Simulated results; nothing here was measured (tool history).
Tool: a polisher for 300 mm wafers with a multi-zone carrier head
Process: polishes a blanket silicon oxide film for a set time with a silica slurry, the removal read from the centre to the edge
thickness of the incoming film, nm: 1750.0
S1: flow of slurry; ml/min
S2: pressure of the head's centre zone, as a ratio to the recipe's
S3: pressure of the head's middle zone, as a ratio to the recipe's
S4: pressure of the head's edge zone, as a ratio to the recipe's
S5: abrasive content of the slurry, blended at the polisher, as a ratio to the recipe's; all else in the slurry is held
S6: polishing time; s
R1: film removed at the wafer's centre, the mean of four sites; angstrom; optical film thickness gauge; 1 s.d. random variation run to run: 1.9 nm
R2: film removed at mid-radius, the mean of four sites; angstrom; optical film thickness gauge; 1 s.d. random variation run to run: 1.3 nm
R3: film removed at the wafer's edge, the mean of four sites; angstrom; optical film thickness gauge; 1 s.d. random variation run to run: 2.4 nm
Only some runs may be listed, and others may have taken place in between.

{"run": 1, "day": 0.0, "S1": 200, "S2": 1.0, "S3": 1.0, "S4": 1.0, "S5": 1.0, "S6": 48, "R1": 2247.0, "R2": 2316.3, "R3": 2361.6}
{"run": 2, "day": 0.292, "S1": 200, "S2": 1.0, "S3": 0.93, "S4": 1.0, "S5": 1.0, "S6": 48, "R1": 2276.0, "R2": 2134.7, "R3": 2331.0}
{"run": 3, "day": 0.438, "S1": 200, "S2": 1.0, "S3": 0.93, "S4": 1.03, "S5": 1.0, "S6": 48, "R1": 2318.9, "R2": 2127.7, "R3": 2400.4}
{"run": 4, "day": 0.475, "S1": 195, "S2": 0.97, "S3": 0.91, "S4": 1.0, "S5": 0.9, "S6": 48, "R1": 2130.0, "R2": 2009.3, "R3": 2183.1}
{"run": 5, "day": 0.788, "S1": 185, "S2": 0.94, "S3": 0.9, "S4": 1.01, "S5": 0.85, "S6": 48, "R1": 1965.8, "R2": 1909.2, "R3": 2176.1}
{"run": 6, "day": 1.083, "S1": 150, "S2": 0.94, "S3": 0.9, "S4": 1.01, "S5": 0.85, "S6": 48, "R1": 1943.0, "R2": 1881.6, "R3": 2084.5}
{"run": 7, "day": 1.358, "S1": 150, "S2": 0.92, "S3": 0.89, "S4": 1.0, "S5": 0.8, "S6": 48, "R1": 1821.0, "R2": 1826.2, "R3": 2065.8}
{"run": 8, "day": 1.512, "S1": 150, "S2": 0.91, "S3": 0.88, "S4": 0.98, "S5": 0.75, "S6": 48, "R1": 1770.3, "R2": 1733.8, "R3": 1969.7}
{"run": 9, "day": 1.642, "S1": 145, "S2": 0.9, "S3": 0.88, "S4": 0.96, "S5": 0.75, "S6": 48, "R1": 1718.2, "R2": 1744.2, "R3": 1909.8}

Expected results for the next run?
{"run": 10, "day": 1.838, "S1": 135, "S2": 0.84, "S3": 0.82, "S4": 0.91, "S5": 0.55, "S6": 48, "R1": "?", "R2": "?", "R3": "?"}

R1: 1371.7 angstrom
R2: 1371.6 angstrom
R3: 1624.1 angstrom

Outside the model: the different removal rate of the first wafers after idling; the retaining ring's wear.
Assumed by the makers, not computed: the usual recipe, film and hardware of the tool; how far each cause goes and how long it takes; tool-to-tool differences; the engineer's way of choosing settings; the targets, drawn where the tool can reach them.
